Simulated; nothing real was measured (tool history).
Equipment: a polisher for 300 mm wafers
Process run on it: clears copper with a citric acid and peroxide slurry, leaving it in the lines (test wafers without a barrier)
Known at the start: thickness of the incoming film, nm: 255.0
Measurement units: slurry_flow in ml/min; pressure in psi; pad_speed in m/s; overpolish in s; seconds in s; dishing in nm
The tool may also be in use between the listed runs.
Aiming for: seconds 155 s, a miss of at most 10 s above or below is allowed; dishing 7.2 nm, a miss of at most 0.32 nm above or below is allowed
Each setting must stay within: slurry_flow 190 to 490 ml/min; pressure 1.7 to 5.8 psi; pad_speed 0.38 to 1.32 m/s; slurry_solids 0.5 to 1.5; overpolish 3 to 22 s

{"run": 1, "hour": 0.0, "slurry_flow": 315, "pressure": 3.7, "pad_speed": 0.84, "slurry_solids": 1, "overpolish": 11, "seconds": 129.56, "dishing": 18.515}
{"run": 2, "hour": 3.7, "slurry_flow": 315, "pressure": 3.6, "pad_speed": 0.82, "slurry_solids": 1, "overpolish": 9, "seconds": 134.79, "dishing": 14.538}
{"run": 3, "hour": 8.2, "slurry_flow": 315, "pressure": 3.5, "pad_speed": 0.82, "slurry_solids": 1, "overpolish": 8, "seconds": 140.05, "dishing": 12.809}
{"run": 4, "hour": 15.0, "slurry_flow": 315, "pressure": 3.4, "pad_speed": 0.82, "slurry_solids": 1, "overpolish": 7, "seconds": 138.93, "dishing": 11.028}
{"run": 5, "hour": 16.1, "slurry_flow": 315, "pressure": 3.4, "pad_speed": 0.82, "slurry_solids": 1.15, "overpolish": 7, "seconds": 139.89, "dishing": 11.302}
{"run": 6, "hour": 24.3, "slurry_flow": 315, "pressure": 3.4, "pad_speed": 0.82, "slurry_solids": 1.15, "overpolish": 9, "seconds": 137.31, "dishing": 14.186}
{"run": 7, "hour": 32.7, "slurry_flow": 310, "pressure": 3.3, "pad_speed": 0.82, "slurry_solids": 1.15, "overpolish": 8, "seconds": 138.69, "dishing": 12.501}
{"run": 8, "hour": 40.2, "slurry_flow": 310, "pressure": 3.2, "pad_speed": 0.82, "slurry_solids": 1.15, "overpolish": 7, "seconds": 148.96, "dishing": 10.618}
{"run": 9, "hour": 41.0, "slurry_flow": 315, "pressure": 3.2, "pad_speed": 0.82, "slurry_solids": 1.15, "overpolish": 6, "seconds": 145, "dishing": 9.1922}
{"run": 10, "hour": 44.2, "slurry_flow": 320, "pressure": 3.1, "pad_speed": 0.82, "slurry_solids": 1.15, "overpolish": 6, "seconds": 140.68, "dishing": 9.072}
{"run": 11, "hour": 45.5, "slurry_flow": 320, "pressure": 2.9, "pad_speed": 0.82, "slurry_solids": 1.15, "overpolish": 6, "seconds": 153.86, "dishing": 8.6812}
{"run": 12, "hour": 49.3, "slurry_flow": 320, "pressure": 3, "pad_speed": 0.8, "slurry_solids": 1.15, "overpolish": 4, "seconds": 151.59, "dishing": 5.8177}
{"run": 13, "hour": 56.7, "slurry_flow": 300, "pressure": 3, "pad_speed": 0.8, "slurry_solids": 1.15, "overpolish": 4, "seconds": 158.8, "dishing": 5.7947}
{"run": 14, "hour": 58.4, "slurry_flow": 305, "pressure": 3, "pad_speed": 0.8, "slurry_solids": 1.15, "overpolish": 4, "seconds": 155.98, "dishing": 5.8275}

5 next moves are on the table. One of them brings every result within its allowed miss. Which?
{"run": "A", "hour": 60.1, "slurry_flow": 315, "pressure": 3.4, "pad_speed": 0.74, "slurry_solids": 1.05, "overpolish": 3, "seconds": "?", "dishing": "?"}
{"run": "B", "hour": 60.1, "slurry_flow": 320, "pressure": 2.6, "pad_speed": 0.86, "slurry_solids": 1.1, "overpolish": 3, "seconds": "?", "dishing": "?"}
{"run": "C", "hour": 60.1, "slurry_flow": 280, "pressure": 2.9, "pad_speed": 0.78, "slurry_solids": 1.25, "overpolish": 3, "seconds": "?", "dishing": "?"}
{"run": "D", "hour": 60.1, "slurry_flow": 390, "pressure": 3.4, "pad_speed": 0.68, "slurry_solids": 0.9, "overpolish": 6, "seconds": "?", "dishing": "?"}
{"run": "E", "hour": 60.1, "slurry_flow": 390, "pressure": 2.7, "pad_speed": 0.88, "slurry_solids": 0.9, "overpolish": 5, "seconds": "?", "dishing": "?"}

move=A seconds=144.62 dishing=4.4352
move=B seconds=153.98 dishing=4.1662
move=C seconds=154.08 dishing=4.1652
move=D seconds=155.97 dishing=8.0967
move=E seconds=148.15 dishing=7.1224
A: lands further from the targets than the last run did
B: lands further from the targets than the last run did
C: lands further from the targets than the last run did
D: pushes the last run's worst result past its target
E: every result lands within tolerance
The move that meets every target is E.
